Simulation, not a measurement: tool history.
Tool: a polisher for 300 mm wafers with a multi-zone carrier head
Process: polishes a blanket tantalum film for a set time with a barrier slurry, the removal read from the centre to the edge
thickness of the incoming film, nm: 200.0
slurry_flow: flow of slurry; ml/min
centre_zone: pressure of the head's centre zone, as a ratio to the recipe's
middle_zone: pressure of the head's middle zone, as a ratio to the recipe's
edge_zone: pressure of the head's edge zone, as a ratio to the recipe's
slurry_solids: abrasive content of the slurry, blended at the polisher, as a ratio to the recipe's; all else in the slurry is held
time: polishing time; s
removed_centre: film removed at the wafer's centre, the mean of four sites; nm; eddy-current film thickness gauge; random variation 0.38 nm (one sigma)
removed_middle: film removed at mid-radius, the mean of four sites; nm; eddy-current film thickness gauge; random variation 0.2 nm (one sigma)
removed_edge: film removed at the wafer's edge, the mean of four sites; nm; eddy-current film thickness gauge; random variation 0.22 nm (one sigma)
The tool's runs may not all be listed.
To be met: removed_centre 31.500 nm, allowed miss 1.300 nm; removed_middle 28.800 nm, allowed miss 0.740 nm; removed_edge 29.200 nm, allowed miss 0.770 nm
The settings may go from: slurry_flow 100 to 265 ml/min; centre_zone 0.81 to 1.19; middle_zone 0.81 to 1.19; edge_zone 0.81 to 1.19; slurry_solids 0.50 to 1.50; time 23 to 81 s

run,hour,slurry_flow,centre_zone,middle_zone,edge_zone,slurry_solids,time,removed_centre,removed_middle,removed_edge
1,0.0,170,1.00,1.00,1.00,1.00,52,54.704,55.414,57.527
2,7.8,165,1.01,0.98,0.96,0.85,46,46.896,46.455,47.379
3,14.3,160,1.01,0.96,0.93,0.75,42,40.954,39.913,41.082
4,20.6,195,1.01,0.96,0.93,0.75,42,42.616,41.107,41.821
5,25.4,160,1.01,0.96,0.93,0.75,42,40.728,39.807,41.492
6,27.3,175,1.01,0.95,0.91,0.70,39,38.554,36.358,37.281
7,30.3,180,1.00,0.94,0.89,0.65,38,35.880,34.487,35.284
8,35.6,190,1.00,0.93,0.87,0.60,37,34.955,32.674,33.702
9,43.5,190,1.00,0.93,0.86,0.55,36,33.112,31.705,31.419
10,46.3,180,1.00,0.92,0.85,0.55,36,32.924,30.457,31.181
11,53.3,175,1.00,0.92,0.84,0.55,36,32.449,30.649,30.629
12,56.5,165,1.00,0.91,0.83,0.55,36,32.650,30.400,30.366
13,62.3,160,1.00,0.90,0.82,0.55,36,32.393,29.929,29.761
14,63.5,160,1.00,0.90,0.82,0.55,36,31.691,30.113,30.224
15,67.6,160,1.01,0.89,0.82,0.55,36,32.895,29.699,30.437
16,71.3,155,1.01,0.89,0.82,0.55,36,31.642,29.230,29.912

5 next moves are on the table. One of them brings every result within its allowed miss. Which?
A,75.0,100,0.97,0.91,0.81,0.60,38,?,?,?
B,75.0,175,1.00,0.89,0.81,0.50,36,?,?,?
C,75.0,135,1.01,0.89,0.84,0.55,37,?,?,?
D,75.0,145,0.96,0.87,0.82,0.65,35,?,?,?
E,75.0,125,1.00,0.86,0.81,0.60,37,?,?,?

move,removed_centre,removed_middle,removed_edge
A,31.735,30.642,31.323
B,31.873,29.172,29.702
C,32.713,29.824,31.156
D,31.556,29.398,30.877
E,32.893,29.439,31.245
A: further off than the last run
B: meets every target
C: further off than the last run
D: further off than the last run
E: further off than the last run
The right move is B.
